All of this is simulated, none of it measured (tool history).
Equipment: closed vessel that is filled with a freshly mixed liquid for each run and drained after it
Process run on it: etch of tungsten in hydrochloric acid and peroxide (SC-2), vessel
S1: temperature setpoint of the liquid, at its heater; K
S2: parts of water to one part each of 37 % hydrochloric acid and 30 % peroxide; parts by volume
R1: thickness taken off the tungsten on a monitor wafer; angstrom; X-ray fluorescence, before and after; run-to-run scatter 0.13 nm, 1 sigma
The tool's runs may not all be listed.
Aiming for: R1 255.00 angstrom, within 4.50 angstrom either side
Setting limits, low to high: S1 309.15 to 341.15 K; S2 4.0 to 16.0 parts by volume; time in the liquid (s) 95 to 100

run 1 day=0.000 | S1=325.15 S2=9.0 time_in_the_liquid_(s)=95 | R1=192.59
run 2 day=0.254 | S1=326.65 S2=9.0 time_in_the_liquid_(s)=95 | R1=214.03
run 3 day=0.383 | S1=326.65 S2=6.5 time_in_the_liquid_(s)=95 | R1=275.80
run 4 day=0.546 | S1=323.15 S2=6.5 time_in_the_liquid_(s)=95 | R1=219.65
run 5 day=0.621 | S1=327.65 S2=6.5 time_in_the_liquid_(s)=95 | R1=295.87
run 6 day=0.921 | S1=327.65 S2=6.5 time_in_the_liquid_(s)=95 | R1=295.44
run 7 day=1.021 | S1=326.65 S2=6.5 time_in_the_liquid_(s)=95 | R1=274.97
run 8 day=1.292 | S1=326.65 S2=6.5 time_in_the_liquid_(s)=95 | R1=277.92
run 9 day=1.454 | S1=326.15 S2=6.5 time_in_the_liquid_(s)=95 | R1=267.85

Of the 4 settings listed for the next run, only one would bring every result within its allowed miss of target. Which one?
run A day=1.617 | S1=324.15 S2=6.0 time_in_the_liquid_(s)=100 | R1=?
run B day=1.617 | S1=321.15 S2=4.0 time_in_the_liquid_(s)=95 | R1=?
run C day=1.617 | S1=324.65 S2=6.5 time_in_the_liquid_(s)=95 | R1=?
run D day=1.617 | S1=323.65 S2=5.5 time_in_the_liquid_(s)=95 | R1=?

move=A R1=262.24
move=B R1=271.78
move=C R1=242.36
move=D R1=257.06
A: better than the last run, though not everything is in spec
B: its largest miss is bigger than the last run's
C: pushes the last run's worst result past its target
D: every result lands within tolerance
The move that meets every target is D.
